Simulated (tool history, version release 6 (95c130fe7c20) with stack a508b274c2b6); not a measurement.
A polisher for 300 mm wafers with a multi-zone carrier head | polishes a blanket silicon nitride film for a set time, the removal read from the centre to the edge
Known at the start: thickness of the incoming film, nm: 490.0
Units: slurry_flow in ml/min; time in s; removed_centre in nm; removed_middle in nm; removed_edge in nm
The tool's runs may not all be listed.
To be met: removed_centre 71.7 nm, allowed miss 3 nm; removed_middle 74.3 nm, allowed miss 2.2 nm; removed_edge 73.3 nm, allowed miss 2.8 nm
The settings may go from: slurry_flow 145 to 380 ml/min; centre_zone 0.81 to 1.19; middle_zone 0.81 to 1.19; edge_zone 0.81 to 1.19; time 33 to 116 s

run	hour	slurry_flow	centre_zone	middle_zone	edge_zone	time	removed_centre	removed_middle	removed_edge
1	0	245	1	1	1	74	109.74	107.29	111.65
2	8.6	245	1	1	1	59	88.08	86.294	87.875
3	13.5	245	1	1	1	70	103.21	101.03	104.24
4	22.2	245	0.98	0.99	0.98	66	94.781	95.376	96.048
5	26.3	245	0.98	0.99	0.98	49	70.852	69.077	73.487
6	35.2	245	0.98	0.99	0.9	49	70.858	70.18	67.639
7	37.1	250	0.98	1	0.91	49	71.322	70.827	69.515
8	42.8	255	0.98	1.01	0.92	49	72.938	71.373	70.594
9	49.6	255	0.97	1.02	0.92	49	71.254	72.805	70.543

Which of these 5 next moves meets every target?
A	56.4	255	1.01	1.06	0.88	47	?	?	?
B	56.4	300	1.05	1.04	0.88	47	?	?	?
C	56.4	225	1.01	1.1	0.91	47	?	?	?
D	56.4	245	0.96	1.03	0.97	50	?	?	?
E	56.4	265	1	1.08	0.86	48	?	?	?

move	removed_centre	removed_middle	removed_edge
A	71.337	72.395	66.262
B	75.697	72.532	67.204
C	70.045	73.486	66.416
D	71.685	74.791	73.502
E	72.512	75.48	67.188
A: further off than the last run
B: further off than the last run
C: further off than the last run
D: meets every target
E: further off than the last run
Answer: D
